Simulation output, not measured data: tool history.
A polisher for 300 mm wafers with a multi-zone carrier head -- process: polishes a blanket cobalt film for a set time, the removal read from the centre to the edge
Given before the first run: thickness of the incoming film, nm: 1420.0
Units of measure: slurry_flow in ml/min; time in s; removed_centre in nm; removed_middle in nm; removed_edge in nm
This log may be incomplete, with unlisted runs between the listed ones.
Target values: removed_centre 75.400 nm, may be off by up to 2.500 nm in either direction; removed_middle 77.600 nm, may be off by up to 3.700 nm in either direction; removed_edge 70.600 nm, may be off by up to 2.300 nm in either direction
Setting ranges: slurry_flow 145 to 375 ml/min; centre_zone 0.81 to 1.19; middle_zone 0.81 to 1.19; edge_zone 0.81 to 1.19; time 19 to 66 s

run	day	slurry_flow	centre_zone	middle_zone	edge_zone	time	removed_centre	removed_middle	removed_edge
1	0.000	240	1.00	1.00	1.00	42	85.617	84.597	86.868
2	0.346	240	1.00	1.08	1.00	42	86.793	90.541	87.480
3	0.417	240	0.95	1.08	1.00	42	81.592	88.492	88.064
4	0.446	240	0.95	1.08	1.00	46	88.627	99.327	95.786
5	0.746	240	1.00	1.08	1.00	46	93.309	99.639	95.537
6	1.067	240	1.00	1.08	1.08	46	93.496	97.866	98.166
7	1.238	240	1.01	1.09	1.05	44	91.507	94.994	91.454
8	1.388	240	1.01	1.09	1.05	44	91.954	93.817	92.699
9	1.754	240	1.01	1.10	1.02	42	87.125	91.681	87.948

Of the 4 settings listed for the next run, only one would bring every result within its allowed miss of target. Which one?
A	2.121	260	0.90	1.19	0.81	37	?	?	?
B	2.121	145	1.06	1.13	0.90	37	?	?	?
C	2.121	270	1.01	1.19	0.85	36	?	?	?
D	2.121	225	1.05	1.07	0.91	33	?	?	?

move	removed_centre	removed_middle	removed_edge
A	68.641	85.631	71.840
B	73.707	75.288	70.267
C	75.355	83.601	71.340
D	70.129	68.484	66.135
A: brings the last run's worst result on target, with another outside its allowed miss
B: all results in spec
C: brings the last run's worst result on target, with another outside its allowed miss
D: the result that was furthest off in the last run now lies on the other side of its target
Answer: B
